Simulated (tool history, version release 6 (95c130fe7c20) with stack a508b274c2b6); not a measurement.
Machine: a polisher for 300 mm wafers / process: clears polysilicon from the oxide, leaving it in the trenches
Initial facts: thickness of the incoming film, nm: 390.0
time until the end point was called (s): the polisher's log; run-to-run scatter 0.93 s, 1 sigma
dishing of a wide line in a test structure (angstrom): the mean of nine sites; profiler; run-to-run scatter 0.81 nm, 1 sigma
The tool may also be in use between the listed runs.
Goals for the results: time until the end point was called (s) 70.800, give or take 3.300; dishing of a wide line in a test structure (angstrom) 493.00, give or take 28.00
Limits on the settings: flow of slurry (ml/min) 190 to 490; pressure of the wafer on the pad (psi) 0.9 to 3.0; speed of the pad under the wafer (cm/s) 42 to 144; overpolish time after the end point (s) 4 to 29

| run | hour | flow of slurry (ml/min) | pressure of the wafer on the pad (psi) | speed of the pad under the wafer (cm/s) | overpolish time after the end point (s) | time until the end point was called (s) | dishing of a wide line in a test structure (angstrom) |
|---|---|---|---|---|---|---|---|
| 1 | 0.0 | 315 | 1.9 | 92 | 15 | 41.731 | 511.25 |
| 2 | 1.8 | 315 | 1.7 | 92 | 16 | 46.325 | 481.20 |
| 3 | 5.1 | 315 | 1.7 | 92 | 20 | 47.255 | 521.04 |
| 4 | 7.7 | 315 | 2.0 | 92 | 20 | 39.372 | 515.39 |
| 5 | 15.3 | 245 | 2.0 | 92 | 20 | 40.879 | 532.70 |
| 6 | 19.1 | 285 | 2.0 | 92 | 20 | 40.966 | 533.50 |
| 7 | 20.7 | 285 | 1.4 | 88 | 24 | 58.923 | 512.10 |
| 8 | 26.3 | 285 | 1.3 | 88 | 24 | 63.747 | 510.53 |

Consider the 5 candidate settings below. Which is the only one whose results all fall within their allowed miss of target?
| A | 31.9 | 380 | 1.4 | 54 | 28 | ? | ? |
| B | 31.9 | 215 | 1.4 | 106 | 26 | ? | ? |
| C | 31.9 | 295 | 1.1 | 92 | 25 | ? | ? |
| D | 31.9 | 350 | 1.3 | 90 | 29 | ? | ? |
| E | 31.9 | 285 | 1.2 | 104 | 21 | ? | ? |

| move | time until the end point was called (s) | dishing of a wide line in a test structure (angstrom) |
|---|---|---|
| A | 80.024 | 496.24 |
| B | 53.165 | 530.66 |
| C | 71.729 | 495.73 |
| D | 61.225 | 528.19 |
| E | 60.467 | 495.26 |
A: moves the result that the last run missed by most past its target, out the other side
B: moves away from the targets compared with the last run
C: all results land within tolerance of their targets
D: moves away from the targets compared with the last run
E: moves away from the targets compared with the last run
The move that meets every target is C.

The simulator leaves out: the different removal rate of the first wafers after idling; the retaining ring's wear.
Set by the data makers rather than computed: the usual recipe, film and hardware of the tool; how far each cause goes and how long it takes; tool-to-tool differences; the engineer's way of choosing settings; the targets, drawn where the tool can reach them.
